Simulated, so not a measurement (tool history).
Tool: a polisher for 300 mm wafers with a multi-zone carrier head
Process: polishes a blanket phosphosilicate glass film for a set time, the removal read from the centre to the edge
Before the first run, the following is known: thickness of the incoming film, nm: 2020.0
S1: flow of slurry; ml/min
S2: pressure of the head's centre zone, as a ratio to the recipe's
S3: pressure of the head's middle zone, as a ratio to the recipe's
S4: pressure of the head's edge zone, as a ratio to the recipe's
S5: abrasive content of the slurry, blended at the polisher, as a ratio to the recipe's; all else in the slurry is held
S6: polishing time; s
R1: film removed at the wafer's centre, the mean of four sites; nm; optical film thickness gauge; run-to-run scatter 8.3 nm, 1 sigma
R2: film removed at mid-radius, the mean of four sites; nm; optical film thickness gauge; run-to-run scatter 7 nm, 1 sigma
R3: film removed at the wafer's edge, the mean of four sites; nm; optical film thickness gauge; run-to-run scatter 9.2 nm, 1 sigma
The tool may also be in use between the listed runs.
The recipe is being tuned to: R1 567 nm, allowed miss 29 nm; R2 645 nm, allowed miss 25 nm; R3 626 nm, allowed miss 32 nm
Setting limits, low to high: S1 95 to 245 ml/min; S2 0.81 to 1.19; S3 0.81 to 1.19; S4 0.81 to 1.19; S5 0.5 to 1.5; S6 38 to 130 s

run 1 day=0 | S1=155 S2=1 S3=1 S4=1 S5=1 S6=84 | R1=426.97 R2=425.41 R3=430.75
run 2 day=0.317 | S1=160 S2=0.99 S3=1.03 S4=1.04 S5=1.15 S6=86 | R1=479.62 R2=469.23 R3=487.35
run 3 day=0.354 | S1=170 S2=0.95 S3=1.08 S4=1.05 S5=1.25 S6=87 | R1=487.15 R2=523.02 R3=519.95
run 4 day=0.5 | S1=170 S2=0.95 S3=1.02 S4=1.05 S5=1.25 S6=87 | R1=481.87 R2=494.24 R3=523.56
run 5 day=0.629 | S1=195 S2=0.95 S3=1.02 S4=1.05 S5=1.25 S6=87 | R1=503.93 R2=518.21 R3=521.11
run 6 day=0.696 | S1=195 S2=0.94 S3=1.06 S4=1.06 S5=1.35 S6=88 | R1=511.48 R2=551.81 R3=545.22
run 7 day=0.962 | S1=195 S2=0.94 S3=1.08 S4=1.07 S5=1.4 S6=90 | R1=537.19 R2=586.23 R3=566.8
run 8 day=1.246 | S1=195 S2=0.93 S3=1.09 S4=1.08 S5=1.45 S6=91 | R1=544.22 R2=609.85 R3=617.44
run 9 day=1.575 | S1=200 S2=0.93 S3=1.1 S4=1.08 S5=1.45 S6=91 | R1=543.01 R2=604.59 R3=600.46
run 10 day=1.667 | S1=200 S2=0.93 S3=1.11 S4=1.08 S5=1.45 S6=92 | R1=533.07 R2=618.7 R3=612.79
run 11 day=1.904 | S1=200 S2=0.93 S3=1.11 S4=1.08 S5=1.45 S6=92 | R1=546.43 R2=621.4 R3=601.31

Next run, 4 choices. One meets every target within its allowed miss, the rest don't. Which?
run A day=2.142 | S1=170 S2=0.96 S3=1.13 S4=1.1 S5=1.5 S6=95 | R1=? R2=? R3=?
run B day=2.142 | S1=245 S2=1.02 S3=1.11 S4=1.05 S5=1.3 S6=91 | R1=? R2=? R3=?
run C day=2.142 | S1=150 S2=0.84 S3=1.06 S4=1.19 S5=1.5 S6=98 | R1=? R2=? R3=?
run D day=2.142 | S1=155 S2=0.91 S3=1.03 S4=1.19 S5=1.5 S6=94 | R1=? R2=? R3=?

move=A R1=573.96 R2=620.58 R3=617.64
move=B R1=585.25 R2=583 R3=570.02
move=C R1=504.13 R2=594.06 R3=648.85
move=D R1=527.83 R2=559.95 R3=625.41
A: all results land within tolerance of their targets
B: moves away from the targets compared with the last run
C: moves away from the targets compared with the last run
D: moves away from the targets compared with the last run
A meets every target.
